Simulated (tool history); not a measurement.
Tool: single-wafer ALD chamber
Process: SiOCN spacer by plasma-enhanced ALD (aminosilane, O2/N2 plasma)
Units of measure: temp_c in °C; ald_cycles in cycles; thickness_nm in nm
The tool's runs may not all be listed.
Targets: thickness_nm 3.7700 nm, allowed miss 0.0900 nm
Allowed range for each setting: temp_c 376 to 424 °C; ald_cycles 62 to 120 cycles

Run 1, day 0.000: temp_c 400 °C, ald_cycles 91 cycles. Result: thickness_nm 4.8349 nm.
Run 2, day 0.342: temp_c 401 °C, ald_cycles 86 cycles. Result: thickness_nm 4.5438 nm.
Run 3, day 0.625: temp_c 402 °C, ald_cycles 82 cycles. Result: thickness_nm 4.2942 nm.
Run 4, day 0.738: temp_c 403 °C, ald_cycles 80 cycles. Result: thickness_nm 4.2007 nm.
Run 5, day 1.112: temp_c 411 °C, ald_cycles 80 cycles. Result: thickness_nm 4.0685 nm.
Run 6, day 1.358: temp_c 411 °C, ald_cycles 91 cycles. Result: thickness_nm 4.6566 nm.
Run 7, day 1.675: temp_c 411 °C, ald_cycles 91 cycles. Result: thickness_nm 4.6213 nm.
Run 8, day 1.817: temp_c 411 °C, ald_cycles 91 cycles. Result: thickness_nm 4.6408 nm.
Run 9, day 1.871: temp_c 413 °C, ald_cycles 88 cycles. Result: thickness_nm 4.4908 nm.
Run 10, day 1.900: temp_c 414 °C, ald_cycles 85 cycles. Result: thickness_nm 4.3401 nm.
Run 11, day 2.121: temp_c 415 °C, ald_cycles 82 cycles. Result: thickness_nm 4.1108 nm.
Run 12, day 2.458: temp_c 416 °C, ald_cycles 81 cycles. Result: thickness_nm 4.0471 nm.
Run 13, day 2.525: temp_c 417 °C, ald_cycles 80 cycles. Result: thickness_nm 3.9808 nm.
Run 14, day 2.567: temp_c 418 °C, ald_cycles 79 cycles. Result: thickness_nm 3.9431 nm.
Run 15, day 2.762: temp_c 419 °C, ald_cycles 78 cycles. Result: thickness_nm 3.8971 nm.

5 candidate next runs follow, results not yet known. Just one meets every target within its allowed miss. Identify it.
Run A, day 2.958: temp_c 412 °C, ald_cycles 83 cycles. Result: thickness_nm ?.
Run B, day 2.958: temp_c 422 °C, ald_cycles 77 cycles. Result: thickness_nm ?.
Run C, day 2.958: temp_c 423 °C, ald_cycles 83 cycles. Result: thickness_nm ?.
Run D, day 2.958: temp_c 421 °C, ald_cycles 80 cycles. Result: thickness_nm ?.
Run E, day 2.958: temp_c 406 °C, ald_cycles 81 cycles. Result: thickness_nm ?.

move  thickness_nm
   A        4.2057
   B        3.7743
   C        4.0547
   D        3.9346
   E        4.1847
A: moves away from the targets compared with the last run
B: all results in spec
C: moves away from the targets compared with the last run
D: moves away from the targets compared with the last run
E: moves away from the targets compared with the last run
Answer: B
